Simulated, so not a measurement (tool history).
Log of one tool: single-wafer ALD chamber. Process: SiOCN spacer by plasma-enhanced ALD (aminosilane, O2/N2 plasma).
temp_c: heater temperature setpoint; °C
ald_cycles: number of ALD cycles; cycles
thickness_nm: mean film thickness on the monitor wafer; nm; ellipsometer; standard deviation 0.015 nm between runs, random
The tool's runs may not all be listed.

run,day,temp_c,ald_cycles,thickness_nm
1,0,420,100,5.5696
2,0.304,409,100,5.8214
3,0.583,407,102,5.9701
4,0.95,412,102,5.8737
5,1.125,409,104,6.0234
6,1.275,409,97,5.6108
7,1.512,407,100,5.8436
8,1.733,405,102,6.0146
9,1.804,404,104,6.1548

What will run 10 give?
10,1.996,403,105,?

thickness_nm: 6.2148 nm
